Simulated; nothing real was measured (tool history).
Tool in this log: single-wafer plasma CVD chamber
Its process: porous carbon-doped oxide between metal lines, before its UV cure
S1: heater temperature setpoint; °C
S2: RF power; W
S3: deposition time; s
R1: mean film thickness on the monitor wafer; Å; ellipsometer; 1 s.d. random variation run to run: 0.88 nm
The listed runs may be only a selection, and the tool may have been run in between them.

run,hour,S1,S2,S3,R1
1,0,295,520,26.9,1527.2
2,6.4,291,525,26.9,1560.7
3,10.9,288,535,26.9,1613.5
4,17.5,288,535,26.9,1600.2
5,25.6,288,535,25.6,1542.6
6,30.2,286,545,25.6,1563.1
7,38.4,284,560,25.7,1645.9
8,42.4,282,560,25.7,1662.5
9,50.4,280,560,25.7,1661
10,59.3,280,560,25.7,1659.2
11,61.8,280,560,25.7,1663.2

Estimate the outcome of run 12 from the log above:
12,69.9,279,565,25.7,?

R1: 1687.5 Å
